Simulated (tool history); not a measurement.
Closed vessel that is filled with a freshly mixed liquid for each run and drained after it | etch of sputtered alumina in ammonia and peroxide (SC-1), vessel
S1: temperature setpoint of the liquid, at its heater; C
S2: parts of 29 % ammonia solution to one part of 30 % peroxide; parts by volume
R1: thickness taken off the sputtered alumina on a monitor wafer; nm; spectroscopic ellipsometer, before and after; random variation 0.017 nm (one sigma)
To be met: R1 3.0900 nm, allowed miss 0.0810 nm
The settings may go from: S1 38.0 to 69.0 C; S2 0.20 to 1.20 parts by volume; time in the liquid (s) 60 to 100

{"run": 1, "day": 0.0, "S1": 53.0, "S2": 0.7, "time in the liquid (s)": 100, "R1": 6.0136}
{"run": 2, "day": 0.042, "S1": 50.0, "S2": 0.7, "time in the liquid (s)": 100, "R1": 5.1451}
{"run": 3, "day": 0.242, "S1": 47.5, "S2": 0.7, "time in the liquid (s)": 100, "R1": 4.4643}
{"run": 4, "day": 0.317, "S1": 46.0, "S2": 0.7, "time in the liquid (s)": 100, "R1": 4.1181}
{"run": 5, "day": 0.383, "S1": 46.0, "S2": 0.7, "time in the liquid (s)": 60, "R1": 2.4518}
{"run": 6, "day": 0.571, "S1": 46.0, "S2": 0.8, "time in the liquid (s)": 60, "R1": 2.4796}
{"run": 7, "day": 0.762, "S1": 46.5, "S2": 0.8, "time in the liquid (s)": 60, "R1": 2.5658}
{"run": 8, "day": 1.117, "S1": 47.0, "S2": 0.8, "time in the liquid (s)": 60, "R1": 2.6243}
{"run": 9, "day": 1.2, "S1": 47.5, "S2": 0.8, "time in the liquid (s)": 60, "R1": 2.7019}
{"run": 10, "day": 1.396, "S1": 48.0, "S2": 0.8, "time in the liquid (s)": 60, "R1": 2.7658}
{"run": 11, "day": 1.45, "S1": 50.5, "S2": 0.8, "time in the liquid (s)": 60, "R1": 3.1786}

Which of these 5 next moves meets every target?
{"run": "A", "day": 1.504, "S1": 51.0, "S2": 1.05, "time in the liquid (s)": 60, "R1": "?"}
{"run": "B", "day": 1.504, "S1": 51.0, "S2": 0.85, "time in the liquid (s)": 60, "R1": "?"}
{"run": "C", "day": 1.504, "S1": 43.5, "S2": 0.95, "time in the liquid (s)": 85, "R1": "?"}
{"run": "D", "day": 1.504, "S1": 49.5, "S2": 0.75, "time in the liquid (s)": 65, "R1": "?"}
{"run": "E", "day": 1.504, "S1": 44.0, "S2": 1.0, "time in the liquid (s)": 75, "R1": "?"}

move=A R1=3.4123
move=B R1=3.3447
move=C R1=3.1458
move=D R1=3.2978
move=E R1=2.8705
A: further off than the last run
B: further off than the last run
C: meets every target
D: further off than the last run
E: takes the result that was furthest off past its target
The right move is C.
